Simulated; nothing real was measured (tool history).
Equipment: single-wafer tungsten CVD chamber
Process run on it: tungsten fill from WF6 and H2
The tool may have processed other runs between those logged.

run	hour	heater temperature setpoint (K)	chamber pressure (Torr)	deposition time (s)	mean film thickness on the monitor wafer (angstrom)
1	0.0	648.15	51.1	25.9	628.94
2	1.5	647.15	51.1	25.9	613.10
3	8.0	646.15	51.1	25.9	602.77
4	8.8	646.15	57.7	25.9	636.30
5	15.8	646.15	50.3	25.9	594.19
6	18.2	645.15	50.3	25.9	586.79
7	22.9	645.15	50.3	25.9	580.79

Run 8 is up next; what results do you expect?
8	24.6	644.15	50.3	25.9	?

{"run 8": {"mean film thickness on the monitor wafer (angstrom)": 568.99}}
